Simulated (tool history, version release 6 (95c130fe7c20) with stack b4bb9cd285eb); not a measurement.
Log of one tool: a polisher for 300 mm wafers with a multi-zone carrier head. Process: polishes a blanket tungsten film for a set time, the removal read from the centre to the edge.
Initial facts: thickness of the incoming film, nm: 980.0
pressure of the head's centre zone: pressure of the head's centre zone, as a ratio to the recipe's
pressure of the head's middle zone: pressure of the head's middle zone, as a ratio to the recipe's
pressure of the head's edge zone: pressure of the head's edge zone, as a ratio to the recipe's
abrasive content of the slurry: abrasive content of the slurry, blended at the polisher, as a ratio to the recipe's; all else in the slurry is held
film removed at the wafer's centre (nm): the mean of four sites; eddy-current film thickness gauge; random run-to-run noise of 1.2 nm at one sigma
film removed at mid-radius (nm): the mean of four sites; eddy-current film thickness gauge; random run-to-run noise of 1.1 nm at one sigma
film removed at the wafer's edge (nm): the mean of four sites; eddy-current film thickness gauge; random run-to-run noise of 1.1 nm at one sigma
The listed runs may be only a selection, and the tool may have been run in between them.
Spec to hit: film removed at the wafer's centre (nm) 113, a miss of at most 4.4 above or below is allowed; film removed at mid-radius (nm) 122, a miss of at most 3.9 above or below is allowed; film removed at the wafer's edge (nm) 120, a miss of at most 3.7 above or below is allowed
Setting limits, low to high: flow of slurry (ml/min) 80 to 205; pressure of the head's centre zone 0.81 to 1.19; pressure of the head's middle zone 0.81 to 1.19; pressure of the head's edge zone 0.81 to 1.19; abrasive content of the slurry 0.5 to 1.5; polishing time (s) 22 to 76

run,hour,flow of slurry (ml/min),pressure of the head's centre zone,pressure of the head's middle zone,pressure of the head's edge zone,abrasive content of the slurry,polishing time (s),film removed at the wafer's centre (nm),film removed at mid-radius (nm),film removed at the wafer's edge (nm)
1,0,135,1,1,1,1,49,225.41,224.52,228.56
2,6.7,130,0.99,1,0.98,0.9,46,200.83,205,205.18
3,7.8,125,0.98,0.99,0.96,0.85,44,188.36,192.5,188.94
4,14.4,120,0.96,0.97,0.95,0.8,42,173.49,176.5,179.76
5,22.9,120,0.96,0.89,0.95,0.8,42,173.89,164.65,177.29
6,24.2,90,0.96,0.89,0.95,0.8,42,162.43,158.62,171.5
7,30.3,90,0.95,0.9,0.93,0.75,40,153.37,149.51,161.35
8,36.1,90,0.94,0.91,0.92,0.7,38,138.04,142.23,150.07
9,41.4,105,0.96,0.92,0.82,0.5,31,114.71,113.3,112.92
10,44.1,105,0.95,0.93,0.83,0.5,31,114.09,112.91,112.16
11,45.5,105,0.95,0.93,0.83,0.5,31,112.21,116.29,113.81
12,46.9,105,0.95,0.93,0.84,0.5,31,114.73,114.83,113.87
13,50.7,105,0.94,0.94,0.85,0.5,31,112.43,113.58,114.48
14,57.4,105,0.94,0.95,0.86,0.5,31,115.56,116.94,115.44

Which single option among these 4 for the next run brings every result within its allowed miss of target? Just one does.
A,64.1,100,0.88,1.02,0.81,0.6,33,?,?,?
B,64.1,100,0.91,0.9,0.87,0.55,32,?,?,?
C,64.1,105,0.87,1.02,0.81,0.6,32,?,?,?
D,64.1,95,0.89,0.94,0.83,0.6,32,?,?,?

move,film removed at the wafer's centre (nm),film removed at mid-radius (nm),film removed at the wafer's edge (nm)
A,116.01,133.98,121.66
B,114.62,115.93,120.22
C,112.33,131.07,118.69
D,112.5,120.57,118.59
A: moves the result that the last run missed by most past its target, out the other side
B: moves away from the targets compared with the last run
C: moves the result that the last run missed by most past its target, out the other side
D: each result inside its tolerance
Move D is the one to make.
